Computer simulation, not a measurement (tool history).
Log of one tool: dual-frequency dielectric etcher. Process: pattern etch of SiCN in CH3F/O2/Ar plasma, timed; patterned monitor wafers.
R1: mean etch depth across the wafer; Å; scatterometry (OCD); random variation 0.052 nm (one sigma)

run 1 day=0 | source_power_(kW)=0.37 bias_power_(kW)=0.082 etch_time_(s)=38 | R1=150.94
run 2 day=0.183 | source_power_(kW)=0.31 bias_power_(kW)=0.082 etch_time_(s)=38 | R1=144.09
run 3 day=0.479 | source_power_(kW)=0.29 bias_power_(kW)=0.081 etch_time_(s)=38 | R1=141.15
run 4 day=0.808 | source_power_(kW)=0.29 bias_power_(kW)=0.068 etch_time_(s)=38 | R1=130
run 5 day=0.967 | source_power_(kW)=0.29 bias_power_(kW)=0.063 etch_time_(s)=38 | R1=126.43
run 6 day=1.188 | source_power_(kW)=0.29 bias_power_(kW)=0.05 etch_time_(s)=38 | R1=113.89
run 7 day=1.458 | source_power_(kW)=0.34 bias_power_(kW)=0.051 etch_time_(s)=38 | R1=119.07
run 8 day=1.588 | source_power_(kW)=0.34 bias_power_(kW)=0.051 etch_time_(s)=38 | R1=119.19

Forecast run 9:
run 9 day=1.767 | source_power_(kW)=0.38 bias_power_(kW)=0.052 etch_time_(s)=38 | R1=?

{"run 9": {"R1": 123.92}}
